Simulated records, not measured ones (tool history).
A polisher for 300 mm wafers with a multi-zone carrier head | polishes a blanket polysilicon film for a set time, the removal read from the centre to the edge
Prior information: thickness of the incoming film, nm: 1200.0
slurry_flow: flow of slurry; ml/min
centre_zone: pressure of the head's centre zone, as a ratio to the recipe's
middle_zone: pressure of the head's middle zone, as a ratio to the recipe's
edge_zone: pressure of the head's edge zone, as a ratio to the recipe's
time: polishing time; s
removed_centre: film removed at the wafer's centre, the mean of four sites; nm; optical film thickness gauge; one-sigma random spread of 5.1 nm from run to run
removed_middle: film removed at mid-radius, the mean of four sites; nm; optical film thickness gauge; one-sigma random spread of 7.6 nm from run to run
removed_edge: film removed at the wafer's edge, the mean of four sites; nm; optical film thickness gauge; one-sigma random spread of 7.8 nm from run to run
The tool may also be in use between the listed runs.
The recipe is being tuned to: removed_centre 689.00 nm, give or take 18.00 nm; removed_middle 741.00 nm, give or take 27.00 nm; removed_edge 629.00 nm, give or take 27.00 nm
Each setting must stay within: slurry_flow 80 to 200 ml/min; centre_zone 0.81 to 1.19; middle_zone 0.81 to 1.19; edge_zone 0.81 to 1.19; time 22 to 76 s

| run | hour | slurry_flow | centre_zone | middle_zone | edge_zone | time | removed_centre | removed_middle | removed_edge |
|---|---|---|---|---|---|---|---|---|---|
| 1 | 0.0 | 130 | 1.00 | 1.00 | 1.00 | 49 | 500.02 | 523.85 | 513.22 |
| 2 | 8.7 | 140 | 1.02 | 1.03 | 1.02 | 50 | 537.65 | 551.83 | 535.24 |
| 3 | 14.7 | 150 | 1.02 | 1.06 | 1.02 | 51 | 553.94 | 587.80 | 544.98 |
| 4 | 21.5 | 150 | 1.02 | 0.99 | 1.02 | 51 | 549.47 | 558.65 | 549.39 |
| 5 | 29.1 | 150 | 0.98 | 0.99 | 1.02 | 51 | 533.38 | 560.34 | 557.04 |
| 6 | 35.6 | 155 | 1.00 | 1.02 | 1.02 | 52 | 554.44 | 578.93 | 571.65 |
| 7 | 42.1 | 160 | 1.01 | 1.05 | 1.01 | 53 | 568.50 | 610.99 | 574.75 |
| 8 | 46.4 | 165 | 1.03 | 1.08 | 1.02 | 54 | 597.20 | 655.14 | 590.22 |
| 9 | 52.8 | 170 | 1.05 | 1.09 | 1.03 | 54 | 614.08 | 647.59 | 581.74 |
| 10 | 58.6 | 175 | 1.06 | 1.10 | 1.03 | 55 | 631.26 | 673.05 | 601.54 |

Which single option among these 5 for the next run brings every result within its allowed miss of target? Just one does.
| A | 64.4 | 180 | 1.15 | 1.13 | 0.96 | 59 | ? | ? | ? |
| B | 64.4 | 190 | 1.07 | 1.14 | 0.97 | 58 | ? | ? | ? |
| C | 64.4 | 185 | 1.04 | 1.07 | 1.06 | 57 | ? | ? | ? |
| D | 64.4 | 180 | 1.19 | 1.19 | 0.85 | 56 | ? | ? | ? |
| E | 64.4 | 195 | 0.82 | 1.16 | 0.91 | 59 | ? | ? | ? |

| move | removed_centre | removed_middle | removed_edge |
|---|---|---|---|
| A | 746.45 | 742.62 | 643.08 |
| B | 689.17 | 742.38 | 638.71 |
| C | 654.73 | 688.12 | 648.40 |
| D | 733.61 | 736.98 | 583.42 |
| E | 538.57 | 770.75 | 636.15 |
A: the result that was furthest off in the last run now lies on the other side of its target
B: in spec on every target
C: nearer than the last run, and not there yet
D: the result that was furthest off in the last run now lies on the other side of its target
E: lands further from the targets than the last run did
Correct choice: B, which meets every target

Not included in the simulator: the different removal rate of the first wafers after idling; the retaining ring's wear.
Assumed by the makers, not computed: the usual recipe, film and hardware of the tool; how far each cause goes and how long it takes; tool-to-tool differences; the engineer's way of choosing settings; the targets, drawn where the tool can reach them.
